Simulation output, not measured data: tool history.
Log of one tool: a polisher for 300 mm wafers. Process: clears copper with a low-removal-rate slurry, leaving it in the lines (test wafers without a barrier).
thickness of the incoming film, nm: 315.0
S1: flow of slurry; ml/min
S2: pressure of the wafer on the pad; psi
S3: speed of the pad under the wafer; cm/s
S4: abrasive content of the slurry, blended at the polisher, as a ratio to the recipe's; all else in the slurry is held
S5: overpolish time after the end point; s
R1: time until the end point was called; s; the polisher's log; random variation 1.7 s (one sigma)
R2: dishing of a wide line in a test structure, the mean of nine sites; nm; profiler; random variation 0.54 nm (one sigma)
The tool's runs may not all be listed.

| run | day | S1 | S2 | S3 | S4 | S5 | R1 | R2 |
|---|---|---|---|---|---|---|---|---|
| 1 | 0 | 165 | 3.8 | 92 | 1 | 27 | 93.554 | 41.785 |
| 2 | 0.212 | 160 | 3.2 | 90 | 1 | 28 | 111.71 | 36.5 |
| 3 | 0.492 | 155 | 2.8 | 88 | 1 | 31 | 132.04 | 36.096 |
| 4 | 0.583 | 150 | 2.5 | 88 | 1 | 32 | 148.65 | 32.493 |
| 5 | 0.675 | 140 | 2.4 | 88 | 1 | 34 | 156.92 | 34.391 |
| 6 | 1.05 | 130 | 2.3 | 88 | 1 | 34 | 167.06 | 31.852 |
| 7 | 1.183 | 125 | 2.3 | 88 | 1 | 34 | 168.67 | 31.922 |
| 8 | 1.362 | 120 | 2.3 | 88 | 1 | 34 | 171.68 | 31.438 |

Run 9 comes next. What will it give?
| 9 | 1.688 | 115 | 2.3 | 88 | 1 | 34 | ? | ? |

Run 9 gave R1 177.3 s, R2 31.485 nm.
